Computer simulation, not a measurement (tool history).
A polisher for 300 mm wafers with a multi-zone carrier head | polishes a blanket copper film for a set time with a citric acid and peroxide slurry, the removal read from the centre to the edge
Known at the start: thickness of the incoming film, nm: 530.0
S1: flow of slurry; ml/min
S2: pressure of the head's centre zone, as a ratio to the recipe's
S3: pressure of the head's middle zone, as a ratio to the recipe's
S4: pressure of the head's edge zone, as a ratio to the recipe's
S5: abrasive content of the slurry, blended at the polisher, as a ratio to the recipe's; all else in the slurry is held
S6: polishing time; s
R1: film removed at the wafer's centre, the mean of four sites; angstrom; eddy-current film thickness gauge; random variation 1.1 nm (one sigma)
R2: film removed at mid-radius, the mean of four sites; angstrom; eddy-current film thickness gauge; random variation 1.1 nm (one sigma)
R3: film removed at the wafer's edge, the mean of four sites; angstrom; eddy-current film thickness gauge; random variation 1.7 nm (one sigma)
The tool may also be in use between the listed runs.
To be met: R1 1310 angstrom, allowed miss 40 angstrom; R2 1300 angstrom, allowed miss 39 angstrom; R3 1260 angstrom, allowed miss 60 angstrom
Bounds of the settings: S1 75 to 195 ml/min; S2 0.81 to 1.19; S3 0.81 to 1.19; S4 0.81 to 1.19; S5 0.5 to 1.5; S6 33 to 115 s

Run 1, hour 0: S1 125 ml/min, S2 1, S3 1, S4 1, S5 1, S6 73 s. Result: R1 2196.1 angstrom, R2 2279 angstrom, R3 2283.3 angstrom.
Run 2, hour 6: S1 100 ml/min, S2 1, S3 1, S4 1, S5 1, S6 73 s. Result: R1 2129.4 angstrom, R2 2192.4 angstrom, R3 2165.6 angstrom.
Run 3, hour 8.6: S1 100 ml/min, S2 1, S3 0.97, S4 1, S5 1, S6 73 s. Result: R1 2120.9 angstrom, R2 2088.5 angstrom, R3 2160.3 angstrom.
Run 4, hour 9.2: S1 95 ml/min, S2 1, S3 0.97, S4 0.98, S5 0.95, S6 70 s. Result: R1 1968.8 angstrom, R2 1993.9 angstrom, R3 2000.7 angstrom.
Run 5, hour 11.9: S1 95 ml/min, S2 1, S3 0.97, S4 0.98, S5 0.95, S6 80 s. Result: R1 2222.7 angstrom, R2 2313.6 angstrom, R3 2218.8 angstrom.
Run 6, hour 20.7: S1 95 ml/min, S2 1, S3 0.97, S4 0.98, S5 0.8, S6 80 s. Result: R1 2221.5 angstrom, R2 2237.7 angstrom, R3 2246.4 angstrom.
Run 7, hour 21.6: S1 95 ml/min, S2 1, S3 0.97, S4 0.96, S5 0.75, S6 76 s. Result: R1 2018.3 angstrom, R2 2096.7 angstrom, R3 2081.8 angstrom.
Run 8, hour 25.3: S1 95 ml/min, S2 1, S3 0.97, S4 0.96, S5 0.75, S6 76 s. Result: R1 2063.2 angstrom, R2 2084.5 angstrom, R3 2054.7 angstrom.
Run 9, hour 31.7: S1 95 ml/min, S2 0.99, S3 0.96, S4 0.94, S5 0.7, S6 73 s. Result: R1 1914.5 angstrom, R2 1956.1 angstrom, R3 1934.4 angstrom.
Run 10, hour 34.3: S1 95 ml/min, S2 0.99, S3 0.95, S4 0.92, S5 0.7, S6 71 s. Result: R1 1854.7 angstrom, R2 1886 angstrom, R3 1919.8 angstrom.
Run 11, hour 41.7: S1 95 ml/min, S2 1, S3 0.96, S4 0.91, S5 0.7, S6 68 s. Result: R1 1812.6 angstrom, R2 1823.4 angstrom, R3 1797 angstrom.
Run 12, hour 48.3: S1 95 ml/min, S2 1, S3 0.96, S4 0.9, S5 0.7, S6 66 s. Result: R1 1760.2 angstrom, R2 1777.5 angstrom, R3 1712.5 angstrom.
Run 13, hour 49.2: S1 95 ml/min, S2 1, S3 0.95, S4 0.89, S5 0.7, S6 64 s. Result: R1 1712.5 angstrom, R2 1732.4 angstrom, R3 1671 angstrom.
Run 14, hour 54.1: S1 95 ml/min, S2 1, S3 0.94, S4 0.88, S5 0.7, S6 62 s. Result: R1 1639.5 angstrom, R2 1642.2 angstrom, R3 1609.3 angstrom.
Run 15, hour 61.3: S1 105 ml/min, S2 0.99, S3 0.92, S4 0.81, S5 0.5, S6 47 s. Result: R1 1216.1 angstrom, R2 1196.1 angstrom, R3 1111.5 angstrom.

5 next moves are on the table. One of them brings every result within its allowed miss. Which?
Run A, hour 68.5: S1 165 ml/min, S2 1.16, S3 1.1, S4 0.81, S5 0.65, S6 38 s. Result: R1 ?, R2 ?, R3 ?.
Run B, hour 68.5: S1 125 ml/min, S2 1.06, S3 0.91, S4 0.81, S5 0.5, S6 48 s. Result: R1 ?, R2 ?, R3 ?.
Run C, hour 68.5: S1 125 ml/min, S2 1.07, S3 0.84, S4 0.81, S5 0.5, S6 47 s. Result: R1 ?, R2 ?, R3 ?.
Run D, hour 68.5: S1 140 ml/min, S2 1.12, S3 1.19, S4 0.81, S5 0.5, S6 35 s. Result: R1 ?, R2 ?, R3 ?.
Run E, hour 68.5: S1 80 ml/min, S2 1, S3 0.93, S4 0.82, S5 0.5, S6 54 s. Result: R1 ?, R2 ?, R3 ?.

move      R1      R2      R3
   A  1306.6  1276.3  1011.5
   B  1366.1  1255.6  1187.2
   C  1349.7  1150.8  1163.6
   D  1081.4  1174.8  875.83
   E    1285  1295.7  1250.4
A: brings the result that was furthest off to its target, and leaves another outside
B: nearer than the last run, and not there yet
C: further off than the last run
D: further off than the last run
E: meets every target
Move E is the one to make.

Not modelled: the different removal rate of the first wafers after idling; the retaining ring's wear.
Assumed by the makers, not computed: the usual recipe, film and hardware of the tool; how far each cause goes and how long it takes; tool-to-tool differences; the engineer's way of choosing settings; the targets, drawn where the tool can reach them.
